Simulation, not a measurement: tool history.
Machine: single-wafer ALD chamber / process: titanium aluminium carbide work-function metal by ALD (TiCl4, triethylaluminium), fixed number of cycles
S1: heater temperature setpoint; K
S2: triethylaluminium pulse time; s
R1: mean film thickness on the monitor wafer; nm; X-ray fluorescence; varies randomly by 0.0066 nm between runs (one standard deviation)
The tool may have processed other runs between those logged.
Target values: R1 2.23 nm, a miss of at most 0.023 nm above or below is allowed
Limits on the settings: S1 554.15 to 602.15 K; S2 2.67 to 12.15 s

run 1 hour=0 | S1=578.15 S2=7.41 | R1=2.0177
run 2 hour=1.2 | S1=572.15 S2=7.41 | R1=1.9727
run 3 hour=6.8 | S1=572.15 S2=6.12 | R1=1.8554
run 4 hour=11.3 | S1=580.15 S2=6.53 | R1=1.957
run 5 hour=13.6 | S1=586.15 S2=6.89 | R1=2.0342
run 6 hour=17.2 | S1=590.15 S2=7.15 | R1=2.0874
run 7 hour=18.8 | S1=593.15 S2=7.33 | R1=2.1342
run 8 hour=24.6 | S1=595.15 S2=7.41 | R1=2.1549
run 9 hour=25.4 | S1=597.15 S2=7.48 | R1=2.1623
run 10 hour=31.8 | S1=598.15 S2=7.6 | R1=2.1804
run 11 hour=38.1 | S1=598.15 S2=7.6 | R1=2.1947

Which of these 4 next moves meets every target?
run A hour=44.4 | S1=595.15 S2=7.05 | R1=?
run B hour=44.4 | S1=593.15 S2=7.87 | R1=?
run C hour=44.4 | S1=600.15 S2=7.42 | R1=?
run D hour=44.4 | S1=595.15 S2=8.88 | R1=?

move=A R1=2.1294
move=B R1=2.1741
move=C R1=2.1984
move=D R1=2.2412
A: moves away from the targets compared with the last run
B: moves away from the targets compared with the last run
C: an improvement on the last run, though not all results are within tolerance
D: hits every target within its allowed miss
D meets every target.
